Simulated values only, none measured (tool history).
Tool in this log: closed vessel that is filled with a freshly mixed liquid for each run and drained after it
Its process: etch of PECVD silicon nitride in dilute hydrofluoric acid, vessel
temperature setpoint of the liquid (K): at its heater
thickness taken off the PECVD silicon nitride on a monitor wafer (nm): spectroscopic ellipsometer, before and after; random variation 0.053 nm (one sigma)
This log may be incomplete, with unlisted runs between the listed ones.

run    day  temperature setpoint of the liquid (K)  parts of water to one part of 49 % hydrofluoric acid (parts by volume)  time in the liquid (s)  thickness taken off the PECVD silicon nitride on a monitor wafer (nm)
  1  0.000                                  296.15                                                                     130                     480                                                                15.6930
  2  0.117                                  296.15                                                                     170                     480                                                                11.9560
  3  0.188                                  294.65                                                                     170                     480                                                                10.9670
  4  0.479                                  293.65                                                                     175                     480                                                                10.1600
  5  0.862                                  292.65                                                                     180                     480                                                                 9.1311
  6  0.979                                  292.65                                                                     180                     515                                                                 9.8166
  7  1.200                                  292.15                                                                     180                     515                                                                 9.4484
  8  1.458                                  291.65                                                                     180                     515                                                                 9.2179
  9  1.642                                  291.15                                                                     180                     515                                                                 8.8078

For run 10, what comes out?
 10  2.008                                  290.65                                                                     185                     515                                                                      ?

{"run 10": {"thickness taken off the PECVD silicon nitride on a monitor wafer (nm)": 8.3772}}

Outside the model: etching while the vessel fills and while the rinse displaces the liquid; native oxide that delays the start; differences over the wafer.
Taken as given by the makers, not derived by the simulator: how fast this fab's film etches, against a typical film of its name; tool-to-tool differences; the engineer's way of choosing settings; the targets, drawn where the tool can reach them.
